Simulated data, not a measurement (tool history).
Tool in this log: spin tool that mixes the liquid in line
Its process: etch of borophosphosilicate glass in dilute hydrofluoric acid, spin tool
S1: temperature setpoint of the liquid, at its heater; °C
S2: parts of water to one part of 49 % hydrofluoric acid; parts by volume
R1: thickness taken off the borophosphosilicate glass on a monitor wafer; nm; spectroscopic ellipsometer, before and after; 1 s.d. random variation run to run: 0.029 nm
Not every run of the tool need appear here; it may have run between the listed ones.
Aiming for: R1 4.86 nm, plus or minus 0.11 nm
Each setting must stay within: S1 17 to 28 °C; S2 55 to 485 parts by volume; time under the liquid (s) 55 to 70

run 1 hour=0 | S1=20 S2=270 time_under_the_liquid_(s)=70 | R1=8.1068
run 2 hour=6 | S1=20 S2=320 time_under_the_liquid_(s)=70 | R1=6.5488
run 3 hour=11.1 | S1=19.5 S2=325 time_under_the_liquid_(s)=70 | R1=6.2749
run 4 hour=15.7 | S1=19.5 S2=245 time_under_the_liquid_(s)=70 | R1=8.9268
run 5 hour=23.2 | S1=19 S2=260 time_under_the_liquid_(s)=70 | R1=8.135
run 6 hour=27.9 | S1=19 S2=275 time_under_the_liquid_(s)=70 | R1=7.5589
run 7 hour=36.6 | S1=19 S2=285 time_under_the_liquid_(s)=70 | R1=7.2065
run 8 hour=38.9 | S1=19 S2=295 time_under_the_liquid_(s)=70 | R1=6.9402
run 9 hour=39.4 | S1=19 S2=305 time_under_the_liquid_(s)=70 | R1=6.6964

5 next moves are on the table. One of them brings every result within its allowed miss. Which?
run A hour=39.9 | S1=19 S2=210 time_under_the_liquid_(s)=70 | R1=?
run B hour=39.9 | S1=18.5 S2=250 time_under_the_liquid_(s)=70 | R1=?
run C hour=39.9 | S1=18.5 S2=275 time_under_the_liquid_(s)=70 | R1=?
run D hour=39.9 | S1=23.5 S2=365 time_under_the_liquid_(s)=55 | R1=?
run E hour=39.9 | S1=21 S2=230 time_under_the_liquid_(s)=70 | R1=?

move=A R1=10.454
move=B R1=8.3007
move=C R1=7.3797
move=D R1=4.8167
move=E R1=10.106
A: the biggest miss grows against the last run
B: the biggest miss grows against the last run
C: the biggest miss grows against the last run
D: every result lands within tolerance
E: the biggest miss grows against the last run
So the answer is move D, the one that meets all the targets.
